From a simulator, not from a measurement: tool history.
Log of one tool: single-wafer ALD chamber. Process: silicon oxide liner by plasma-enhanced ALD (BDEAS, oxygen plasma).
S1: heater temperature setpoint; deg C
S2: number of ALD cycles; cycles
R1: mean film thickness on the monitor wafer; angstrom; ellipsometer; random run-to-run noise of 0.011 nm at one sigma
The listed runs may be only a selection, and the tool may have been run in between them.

run,hour,S1,S2,R1
1,0.0,315,35,29.334
2,4.6,315,40,33.463
3,13.2,316,38,31.687
4,18.7,317,37,30.783
5,22.5,318,36,29.789
6,28.0,321,35,29.080

Run 7, settings as shown, results not yet in. Your forecast:
7,33.8,321,34,?

R1: 28.325 angstrom
